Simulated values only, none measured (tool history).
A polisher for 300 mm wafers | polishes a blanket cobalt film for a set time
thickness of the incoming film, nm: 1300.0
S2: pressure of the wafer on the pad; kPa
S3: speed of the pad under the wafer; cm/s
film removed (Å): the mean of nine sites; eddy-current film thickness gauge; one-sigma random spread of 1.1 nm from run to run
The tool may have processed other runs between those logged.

{"run": 1, "hour": 0.0, "flow of slurry (ml/min)": 265, "S2": 14.5, "S3": 116, "polishing time (s)": 49, "film removed (Å)": 2743.1}
{"run": 2, "hour": 5.0, "flow of slurry (ml/min)": 265, "S2": 11.7, "S3": 116, "polishing time (s)": 49, "film removed (Å)": 2218.3}
{"run": 3, "hour": 9.3, "flow of slurry (ml/min)": 265, "S2": 11.0, "S3": 116, "polishing time (s)": 49, "film removed (Å)": 2090.2}
{"run": 4, "hour": 18.3, "flow of slurry (ml/min)": 265, "S2": 11.0, "S3": 116, "polishing time (s)": 49, "film removed (Å)": 2099.7}
{"run": 5, "hour": 24.1, "flow of slurry (ml/min)": 265, "S2": 10.3, "S3": 116, "polishing time (s)": 49, "film removed (Å)": 1996.4}
{"run": 6, "hour": 26.6, "flow of slurry (ml/min)": 265, "S2": 9.7, "S3": 116, "polishing time (s)": 49, "film removed (Å)": 1855.9}
{"run": 7, "hour": 31.3, "flow of slurry (ml/min)": 265, "S2": 9.0, "S3": 116, "polishing time (s)": 49, "film removed (Å)": 1726.9}

Run 8 comes next. What will it give?
{"run": 8, "hour": 37.2, "flow of slurry (ml/min)": 255, "S2": 6.9, "S3": 116, "polishing time (s)": 49, "film removed (Å)": "?"}

film removed (Å): 1331.6

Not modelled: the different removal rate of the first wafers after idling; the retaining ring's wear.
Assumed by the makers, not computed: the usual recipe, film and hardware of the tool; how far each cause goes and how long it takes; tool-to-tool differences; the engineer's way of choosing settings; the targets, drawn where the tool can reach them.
